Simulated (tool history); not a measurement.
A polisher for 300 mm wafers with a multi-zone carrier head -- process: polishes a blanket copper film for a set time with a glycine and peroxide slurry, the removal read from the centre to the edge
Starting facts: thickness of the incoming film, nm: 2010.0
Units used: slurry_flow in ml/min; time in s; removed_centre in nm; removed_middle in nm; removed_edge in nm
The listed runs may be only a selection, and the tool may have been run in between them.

run	hour	slurry_flow	centre_zone	middle_zone	edge_zone	time	removed_centre	removed_middle	removed_edge
1	0.0	175	1.00	1.00	1.00	74	484.70	506.52	485.60
2	2.1	175	1.04	1.00	1.00	74	495.51	500.30	484.04
3	5.1	175	1.04	0.93	1.00	74	494.00	474.37	491.47
4	6.4	175	1.04	0.93	1.00	92	611.65	583.59	622.91
5	7.2	165	1.04	0.91	0.98	89	584.12	562.01	574.82
6	8.0	165	1.04	0.83	0.98	89	587.26	511.05	593.90

Predict the results of run 7:
7	15.5	160	1.04	0.83	0.97	87	?	?	?

{"run 7": {"removed_centre": 574.41, "removed_middle": 502.99, "removed_edge": 567.62}}
